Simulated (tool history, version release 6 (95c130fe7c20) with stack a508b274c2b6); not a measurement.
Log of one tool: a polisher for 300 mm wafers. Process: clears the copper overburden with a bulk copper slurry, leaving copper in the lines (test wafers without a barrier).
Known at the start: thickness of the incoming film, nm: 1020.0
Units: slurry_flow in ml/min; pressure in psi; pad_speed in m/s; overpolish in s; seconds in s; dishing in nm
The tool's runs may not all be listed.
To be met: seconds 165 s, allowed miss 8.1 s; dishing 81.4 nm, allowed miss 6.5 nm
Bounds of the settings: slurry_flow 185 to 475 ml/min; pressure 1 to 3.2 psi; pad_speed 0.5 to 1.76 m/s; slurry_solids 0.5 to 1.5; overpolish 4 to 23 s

run  hour  slurry_flow  pressure  pad_speed  slurry_solids  overpolish  seconds  dishing
  1     0          305       2.1       1.12              1          12   177.44    48.57
  2   3.1          305       2.1       1.12            1.1          12   178.08   51.348
  3   3.6          305       2.1       1.12            1.1           9    174.8    42.29
  4    12          350       2.1       1.12            1.1           9   167.36   41.373
  5    17          350       1.7       1.12            1.1           9   206.27   34.808
  6  25.7          320       1.7       1.12            1.1           9   209.81   34.962
  7  32.2          315       1.9       1.12           1.15          12   186.29   48.203
  8  32.8          305         2       1.12            1.2          14   174.22   57.908

5 next moves are on the table. One of them brings every result within its allowed miss. Which?
  A  33.4          250       2.2       1.02           1.25          12        ?        ?
  B  33.4          310       2.1        1.2           1.25          14        ?        ?
  C  33.4          285         2       1.22           1.25          21        ?        ?
  D  33.4          295         2       1.18           1.05          17        ?        ?
  E  33.4          305       2.7       0.98           1.05           7        ?        ?

move  seconds  dishing
   A   181.69   51.051
   B   162.25   62.625
   C   167.95   80.759
   D   178.38   67.056
   E   160.49   36.376
A: further off than the last run
B: nearer than the last run, and not there yet
C: meets every target
D: nearer than the last run, and not there yet
E: further off than the last run
Move C is the one to make.
